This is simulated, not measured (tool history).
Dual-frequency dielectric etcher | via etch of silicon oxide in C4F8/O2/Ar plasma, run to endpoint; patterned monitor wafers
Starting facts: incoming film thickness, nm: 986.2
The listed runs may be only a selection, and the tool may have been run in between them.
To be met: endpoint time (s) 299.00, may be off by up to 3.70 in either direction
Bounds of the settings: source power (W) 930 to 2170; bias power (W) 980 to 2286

run 1 hour=0.0 | source_power_(W)=1550 bias_power_(W)=1633 | endpoint_time_(s)=228.38
run 2 hour=4.5 | source_power_(W)=1550 bias_power_(W)=1861 | endpoint_time_(s)=219.97
run 3 hour=10.9 | source_power_(W)=1550 bias_power_(W)=2092 | endpoint_time_(s)=213.12
run 4 hour=13.9 | source_power_(W)=1390 bias_power_(W)=1810 | endpoint_time_(s)=236.37
run 5 hour=16.9 | source_power_(W)=1610 bias_power_(W)=1810 | endpoint_time_(s)=217.10
run 6 hour=24.0 | source_power_(W)=1440 bias_power_(W)=1694 | endpoint_time_(s)=234.50
run 7 hour=32.5 | source_power_(W)=1310 bias_power_(W)=1575 | endpoint_time_(s)=253.92
run 8 hour=35.6 | source_power_(W)=1220 bias_power_(W)=1549 | endpoint_time_(s)=266.96
-- hour=39.1 source power generator calibrated
run 9 hour=39.1 | source_power_(W)=1150 bias_power_(W)=1545 | endpoint_time_(s)=280.64

Below are 5 possible settings for the next run. Only one of them brings all results inside the allowed miss of their targets. Which is it?
run A hour=42.6 | source_power_(W)=1150 bias_power_(W)=1407 | endpoint_time_(s)=?
run B hour=42.6 | source_power_(W)=1250 bias_power_(W)=1499 | endpoint_time_(s)=?
run C hour=42.6 | source_power_(W)=1310 bias_power_(W)=1415 | endpoint_time_(s)=?
run D hour=42.6 | source_power_(W)=1400 bias_power_(W)=1517 | endpoint_time_(s)=?
run E hour=42.6 | source_power_(W)=1100 bias_power_(W)=1342 | endpoint_time_(s)=?

move=A endpoint_time_(s)=288.28
move=B endpoint_time_(s)=269.42
move=C endpoint_time_(s)=266.11
move=D endpoint_time_(s)=251.45
move=E endpoint_time_(s)=300.21
A: an improvement on the last run, though not all results are within tolerance
B: lands further from the targets than the last run did
C: lands further from the targets than the last run did
D: lands further from the targets than the last run did
E: each result inside its tolerance
Move E is the one to make.
